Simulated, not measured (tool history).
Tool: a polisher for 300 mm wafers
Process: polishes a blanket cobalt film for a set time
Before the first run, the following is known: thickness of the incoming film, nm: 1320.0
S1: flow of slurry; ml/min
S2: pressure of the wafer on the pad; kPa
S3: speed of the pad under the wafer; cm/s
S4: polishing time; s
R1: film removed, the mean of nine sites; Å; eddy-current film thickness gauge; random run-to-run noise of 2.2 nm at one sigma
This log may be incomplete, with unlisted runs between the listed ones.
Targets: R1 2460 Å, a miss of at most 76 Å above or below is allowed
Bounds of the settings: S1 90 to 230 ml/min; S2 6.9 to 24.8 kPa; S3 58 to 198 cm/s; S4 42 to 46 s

run 1 hour=0 | S1=150 S2=15.9 S3=128 S4=46 | R1=3196.9
run 2 hour=6.1 | S1=150 S2=19.3 S3=128 S4=46 | R1=3657.9
run 3 hour=7.2 | S1=145 S2=17.2 S3=128 S4=46 | R1=3382.4
run 4 hour=15.6 | S1=160 S2=17.2 S3=128 S4=46 | R1=3471.7
run 5 hour=19.3 | S1=145 S2=15.9 S3=128 S4=46 | R1=3165.7
run 6 hour=27.8 | S1=145 S2=15.9 S3=150 S4=46 | R1=3705.5
run 7 hour=36.3 | S1=140 S2=13.8 S3=150 S4=46 | R1=3336.6
run 8 hour=39 | S1=135 S2=9.7 S3=148 S4=46 | R1=2686.5

Which single option among these 5 for the next run brings every result within its allowed miss of target? Just one does.
run A hour=41.7 | S1=185 S2=12.4 S3=148 S4=42 | R1=?
run B hour=41.7 | S1=125 S2=11.7 S3=148 S4=46 | R1=?
run C hour=41.7 | S1=170 S2=11.7 S3=138 S4=46 | R1=?
run D hour=41.7 | S1=145 S2=13.1 S3=114 S4=45 | R1=?
run E hour=41.7 | S1=140 S2=11.7 S3=144 S4=44 | R1=?

move=A R1=2994.3
move=B R1=2941.8
move=C R1=2919.4
move=D R1=2469.9
move=E R1=2808.4
A: its largest miss is bigger than the last run's
B: its largest miss is bigger than the last run's
C: its largest miss is bigger than the last run's
D: hits every target within its allowed miss
E: its largest miss is bigger than the last run's
Answer: D

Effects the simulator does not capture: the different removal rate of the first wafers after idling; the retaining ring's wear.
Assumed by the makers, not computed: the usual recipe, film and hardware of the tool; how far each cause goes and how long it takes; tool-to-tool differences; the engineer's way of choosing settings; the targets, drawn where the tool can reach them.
